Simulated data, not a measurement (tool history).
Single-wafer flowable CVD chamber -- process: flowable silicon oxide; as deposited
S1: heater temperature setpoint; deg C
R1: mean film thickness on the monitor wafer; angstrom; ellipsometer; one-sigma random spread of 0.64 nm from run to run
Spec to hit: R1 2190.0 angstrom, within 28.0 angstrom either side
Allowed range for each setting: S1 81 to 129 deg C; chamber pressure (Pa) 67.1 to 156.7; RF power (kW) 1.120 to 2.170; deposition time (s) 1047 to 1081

run 1 hour=0.0 | S1=105 chamber_pressure_(Pa)=111.9 RF_power_(kW)=1.645 deposition_time_(s)=1047 | R1=5049.7
run 2 hour=8.4 | S1=98 chamber_pressure_(Pa)=111.9 RF_power_(kW)=1.645 deposition_time_(s)=1047 | R1=6573.0
run 3 hour=11.8 | S1=105 chamber_pressure_(Pa)=111.9 RF_power_(kW)=1.645 deposition_time_(s)=1047 | R1=5065.1
run 4 hour=12.7 | S1=110 chamber_pressure_(Pa)=111.9 RF_power_(kW)=1.645 deposition_time_(s)=1047 | R1=4208.0
run 5 hour=18.2 | S1=110 chamber_pressure_(Pa)=111.9 RF_power_(kW)=1.780 deposition_time_(s)=1047 | R1=4291.4
run 6 hour=26.8 | S1=110 chamber_pressure_(Pa)=126.1 RF_power_(kW)=1.780 deposition_time_(s)=1047 | R1=4824.3
run 7 hour=32.6 | S1=114 chamber_pressure_(Pa)=123.6 RF_power_(kW)=1.780 deposition_time_(s)=1047 | R1=4139.5
run 8 hour=41.4 | S1=117 chamber_pressure_(Pa)=121.1 RF_power_(kW)=1.780 deposition_time_(s)=1047 | R1=3652.8
run 9 hour=48.4 | S1=120 chamber_pressure_(Pa)=118.7 RF_power_(kW)=1.780 deposition_time_(s)=1047 | R1=3260.0
run 10 hour=52.7 | S1=129 chamber_pressure_(Pa)=106.1 RF_power_(kW)=1.775 deposition_time_(s)=1047 | R1=2240.7
run 11 hour=60.5 | S1=129 chamber_pressure_(Pa)=105.5 RF_power_(kW)=1.775 deposition_time_(s)=1047 | R1=2230.7

Which one of the following 5 next-run settings gets every result inside its allowed miss? There is exactly one.
run A hour=68.3 | S1=123 chamber_pressure_(Pa)=95.6 RF_power_(kW)=1.490 deposition_time_(s)=1081 | R1=?
run B hour=68.3 | S1=126 chamber_pressure_(Pa)=103.2 RF_power_(kW)=1.625 deposition_time_(s)=1047 | R1=?
run C hour=68.3 | S1=120 chamber_pressure_(Pa)=76.5 RF_power_(kW)=1.795 deposition_time_(s)=1079 | R1=?
run D hour=68.3 | S1=125 chamber_pressure_(Pa)=98.8 RF_power_(kW)=1.695 deposition_time_(s)=1047 | R1=?
run E hour=68.3 | S1=129 chamber_pressure_(Pa)=108.5 RF_power_(kW)=1.825 deposition_time_(s)=1050 | R1=?

move=A R1=2315.7
move=B R1=2285.9
move=C R1=2191.9
move=D R1=2289.9
move=E R1=2308.6
A: lands further from the targets than the last run did
B: lands further from the targets than the last run did
C: all results land within tolerance of their targets
D: lands further from the targets than the last run did
E: lands further from the targets than the last run did
C meets every target.
